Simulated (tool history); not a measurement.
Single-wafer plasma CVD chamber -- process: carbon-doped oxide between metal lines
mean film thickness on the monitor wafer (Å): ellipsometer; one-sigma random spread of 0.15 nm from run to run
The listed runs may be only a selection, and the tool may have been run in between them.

| run | hour | heater temperature setpoint (deg C) | chamber pressure (Pa) | RF power (kW) | deposition time (s) | mean film thickness on the monitor wafer (Å) |
|---|---|---|---|---|---|---|
| 1 | 0 | 355 | 779 | 0.44 | 16.8 | 801.74 |
| 2 | 1.9 | 355 | 779 | 0.465 | 16.8 | 833.62 |
| 3 | 8.1 | 358 | 740 | 0.455 | 16.8 | 814.57 |
| 4 | 9.7 | 359 | 724 | 0.445 | 16.8 | 795.7 |
| 5 | 11.7 | 361 | 699 | 0.44 | 16.8 | 786.74 |
| 6 | 16.5 | 362 | 684 | 0.435 | 16.8 | 776.38 |
| 7 | 19.6 | 362 | 684 | 0.435 | 16.8 | 778.78 |
| 8 | 27.6 | 363 | 672 | 0.43 | 16.8 | 765.48 |

The next listed run, before its measurement:
| 9 | 32.8 | 364 | 657 | 0.43 | 16.8 | ? |

mean film thickness on the monitor wafer (Å): 763.16

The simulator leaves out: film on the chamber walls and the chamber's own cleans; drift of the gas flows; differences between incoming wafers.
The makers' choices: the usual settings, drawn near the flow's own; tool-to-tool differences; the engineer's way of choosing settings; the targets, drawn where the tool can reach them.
